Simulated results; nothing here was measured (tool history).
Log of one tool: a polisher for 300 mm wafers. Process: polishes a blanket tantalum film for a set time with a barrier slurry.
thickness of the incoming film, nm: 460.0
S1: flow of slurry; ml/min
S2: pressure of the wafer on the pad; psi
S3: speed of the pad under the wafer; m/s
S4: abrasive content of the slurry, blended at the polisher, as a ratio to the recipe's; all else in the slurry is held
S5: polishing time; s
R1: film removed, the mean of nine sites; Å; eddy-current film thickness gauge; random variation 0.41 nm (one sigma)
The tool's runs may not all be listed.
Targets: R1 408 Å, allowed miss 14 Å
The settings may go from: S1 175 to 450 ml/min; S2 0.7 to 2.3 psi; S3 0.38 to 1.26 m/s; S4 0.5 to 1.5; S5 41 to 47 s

run,day,S1,S2,S3,S4,S5,R1
1,0,290,1.5,0.82,1,47,541.66
2,0.371,290,1.5,1,1,47,641.89
3,0.421,290,1.4,1,1,47,606.91
4,0.512,290,1.3,1,1,47,569.17
5,0.546,290,1.2,1,1,47,553.29
6,0.908,290,1.1,1,1,47,528.82
7,1.275,290,1.1,1,1,47,523.61
8,1.608,290,1,1,1,47,495.1
9,1.888,290,0.8,0.98,1,47,431.46

5 next moves are on the table. One of them brings every result within its allowed miss. Which?
A,2.167,310,0.7,0.96,1.05,47,?
B,2.167,300,0.8,1.14,1.1,44,?
C,2.167,240,1,0.88,1.2,46,?
D,2.167,355,1,1.14,0.6,42,?
E,2.167,250,1,1.08,0.95,42,?

move,R1
A,418.23
B,479.02
C,456.3
D,460.59
E,467.91
A: meets every target
B: further off than the last run
C: further off than the last run
D: further off than the last run
E: further off than the last run
The right move is A.

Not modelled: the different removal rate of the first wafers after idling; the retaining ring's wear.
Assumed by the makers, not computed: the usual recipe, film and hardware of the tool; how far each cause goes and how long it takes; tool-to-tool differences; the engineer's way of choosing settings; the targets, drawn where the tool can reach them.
